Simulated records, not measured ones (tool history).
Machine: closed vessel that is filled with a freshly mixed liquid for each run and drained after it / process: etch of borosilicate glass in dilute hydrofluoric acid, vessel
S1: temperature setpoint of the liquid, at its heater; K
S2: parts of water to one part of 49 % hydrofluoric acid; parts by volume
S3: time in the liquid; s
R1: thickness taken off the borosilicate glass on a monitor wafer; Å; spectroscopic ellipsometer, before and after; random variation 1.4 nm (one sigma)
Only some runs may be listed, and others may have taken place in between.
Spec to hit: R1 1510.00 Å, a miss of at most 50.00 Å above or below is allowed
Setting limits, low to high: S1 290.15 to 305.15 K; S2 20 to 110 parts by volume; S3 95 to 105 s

Run 1, hour 0.0: S1 297.15 K, S2 60 parts by volume, S3 95 s. Result: R1 676.18 Å.
Run 2, hour 2.6: S1 298.15 K, S2 55 parts by volume, S3 95 s. Result: R1 775.18 Å.
Run 3, hour 10.6: S1 299.15 K, S2 50 parts by volume, S3 95 s. Result: R1 896.19 Å.
Run 4, hour 13.0: S1 300.15 K, S2 50 parts by volume, S3 95 s. Result: R1 910.22 Å.
Run 5, hour 22.1: S1 300.65 K, S2 45 parts by volume, S3 95 s. Result: R1 1060.20 Å.
Run 6, hour 30.5: S1 300.65 K, S2 65 parts by volume, S3 95 s. Result: R1 707.02 Å.
Run 7, hour 33.3: S1 301.15 K, S2 60 parts by volume, S3 95 s. Result: R1 797.03 Å.
Run 8, hour 38.2: S1 301.65 K, S2 55 parts by volume, S3 95 s. Result: R1 883.30 Å.
Run 9, hour 41.2: S1 302.15 K, S2 50 parts by volume, S3 95 s. Result: R1 1004.90 Å.
Run 10, hour 50.0: S1 302.65 K, S2 50 parts by volume, S3 95 s. Result: R1 1034.60 Å.
Run 11, hour 57.3: S1 303.15 K, S2 50 parts by volume, S3 95 s. Result: R1 1051.30 Å.
Run 12, hour 65.9: S1 303.65 K, S2 50 parts by volume, S3 95 s. Result: R1 1059.20 Å.
Run 13, hour 67.4: S1 304.65 K, S2 40 parts by volume, S3 95 s. Result: R1 1436.30 Å.
Run 14, hour 76.4: S1 305.15 K, S2 40 parts by volume, S3 95 s. Result: R1 1440.50 Å.

Which single option among these 4 for the next run brings every result within its allowed miss of target? Just one does.
Run A, hour 85.4: S1 303.65 K, S2 40 parts by volume, S3 95 s. Result: R1 ?.
Run B, hour 85.4: S1 304.65 K, S2 40 parts by volume, S3 95 s. Result: R1 ?.
Run C, hour 85.4: S1 303.15 K, S2 40 parts by volume, S3 95 s. Result: R1 ?.
Run D, hour 85.4: S1 303.65 K, S2 40 parts by volume, S3 105 s. Result: R1 ?.

move       R1
   A  1342.10
   B  1395.30
   C  1316.10
   D  1483.40
A: moves away from the targets compared with the last run
B: moves away from the targets compared with the last run
C: moves away from the targets compared with the last run
D: every result lands within tolerance
D is the move that brings every result within its allowed miss.
